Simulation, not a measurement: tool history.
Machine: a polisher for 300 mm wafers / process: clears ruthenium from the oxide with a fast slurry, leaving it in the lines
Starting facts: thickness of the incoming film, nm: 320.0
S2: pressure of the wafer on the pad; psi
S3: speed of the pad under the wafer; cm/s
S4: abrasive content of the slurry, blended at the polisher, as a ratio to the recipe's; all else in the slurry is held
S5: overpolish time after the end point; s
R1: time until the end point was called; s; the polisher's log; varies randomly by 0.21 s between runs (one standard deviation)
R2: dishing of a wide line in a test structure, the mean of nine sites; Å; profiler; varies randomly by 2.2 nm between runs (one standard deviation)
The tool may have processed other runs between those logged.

{"run": 1, "hour": 0.0, "flow of slurry (ml/min)": 265, "S2": 3.4, "S3": 126, "S4": 1.0, "S5": 16, "R1": 45.58, "R2": 862.63}
{"run": 2, "hour": 5.0, "flow of slurry (ml/min)": 265, "S2": 3.4, "S3": 126, "S4": 1.0, "S5": 9, "R1": 45.745, "R2": 555.54}
{"run": 3, "hour": 8.3, "flow of slurry (ml/min)": 265, "S2": 3.4, "S3": 126, "S4": 1.0, "S5": 5, "R1": 45.806, "R2": 319.71}
{"run": 4, "hour": 14.8, "flow of slurry (ml/min)": 265, "S2": 3.4, "S3": 126, "S4": 0.9, "S5": 5, "R1": 48.4, "R2": 296.15}
{"run": 5, "hour": 16.0, "flow of slurry (ml/min)": 265, "S2": 3.4, "S3": 136, "S4": 1.05, "S5": 7, "R1": 41.784, "R2": 475.85}
{"run": 6, "hour": 18.3, "flow of slurry (ml/min)": 265, "S2": 3.5, "S3": 142, "S4": 1.15, "S5": 9, "R1": 37.343, "R2": 646.07}
{"run": 7, "hour": 22.5, "flow of slurry (ml/min)": 265, "S2": 3.7, "S3": 144, "S4": 1.25, "S5": 11, "R1": 34.066, "R2": 817.59}
{"run": 8, "hour": 24.2, "flow of slurry (ml/min)": 265, "S2": 3.8, "S3": 146, "S4": 1.3, "S5": 13, "R1": 32.273, "R2": 986.66}
{"run": 9, "hour": 25.1, "flow of slurry (ml/min)": 265, "S2": 3.9, "S3": 148, "S4": 1.35, "S5": 14, "R1": 30.751, "R2": 1082.6}
{"run": 10, "hour": 30.7, "flow of slurry (ml/min)": 265, "S2": 4.0, "S3": 150, "S4": 1.4, "S5": 15, "R1": 29.403, "R2": 1187.3}
{"run": 11, "hour": 37.5, "flow of slurry (ml/min)": 265, "S2": 4.5, "S3": 150, "S4": 1.4, "S5": 21, "R1": 26.573, "R2": 1558.0}

For run 12, what comes out?
{"run": 12, "hour": 41.0, "flow of slurry (ml/min)": 265, "S2": 4.5, "S3": 152, "S4": 1.4, "S5": 22, "R1": "?", "R2": "?"}

{"run 12": {"R1": 26.207, "R2": 1620.5}}

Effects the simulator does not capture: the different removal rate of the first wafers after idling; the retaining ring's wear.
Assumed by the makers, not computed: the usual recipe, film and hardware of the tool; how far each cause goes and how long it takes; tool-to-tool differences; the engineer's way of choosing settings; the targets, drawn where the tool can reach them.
